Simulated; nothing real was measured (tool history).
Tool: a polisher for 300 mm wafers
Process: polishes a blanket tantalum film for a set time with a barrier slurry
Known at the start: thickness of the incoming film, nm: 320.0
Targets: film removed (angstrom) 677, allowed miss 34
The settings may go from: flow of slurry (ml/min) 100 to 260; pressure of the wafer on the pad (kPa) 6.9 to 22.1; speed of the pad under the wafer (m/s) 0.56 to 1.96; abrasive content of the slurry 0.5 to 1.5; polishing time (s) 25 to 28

| run | hour | flow of slurry (ml/min) | pressure of the wafer on the pad (kPa) | speed of the pad under the wafer (m/s) | abrasive content of the slurry | polishing time (s) | film removed (angstrom) |
|---|---|---|---|---|---|---|---|
| 1 | 0 | 165 | 14.5 | 1.26 | 1 | 28 | 510.44 |
| 2 | 2.5 | 165 | 15.2 | 1.26 | 1 | 28 | 542.5 |
| 3 | 4.4 | 165 | 15.9 | 1.26 | 1 | 28 | 565.12 |
| 4 | 7.5 | 165 | 16.5 | 1.26 | 1 | 28 | 590.18 |
| 5 | 12 | 165 | 16.5 | 1.26 | 1 | 28 | 580.47 |
| 6 | 19.4 | 165 | 17.2 | 1.26 | 1 | 28 | 611.79 |
| 7 | 24.1 | 165 | 17.9 | 1.26 | 1 | 28 | 613.1 |
| 8 | 27.8 | 165 | 17.9 | 1.26 | 1 | 28 | 626.99 |

Which of these 5 next moves meets every target?
| A | 31.5 | 195 | 20 | 1.54 | 0.85 | 26 | ? |
| B | 31.5 | 165 | 17.2 | 1.56 | 1.1 | 27 | ? |
| C | 31.5 | 170 | 17.9 | 1.22 | 1.05 | 26 | ? |
| D | 31.5 | 175 | 18.6 | 1.44 | 1 | 28 | ? |
| E | 31.5 | 180 | 20 | 1.24 | 0.9 | 28 | ? |

| move | film removed (angstrom) |
|---|---|
| A | 753.44 |
| B | 716.15 |
| C | 560.07 |
| D | 729.12 |
| E | 660.84 |
A: takes the result that was furthest off past its target
B: takes the result that was furthest off past its target
C: further off than the last run
D: takes the result that was furthest off past its target
E: meets every target
The right move is E.
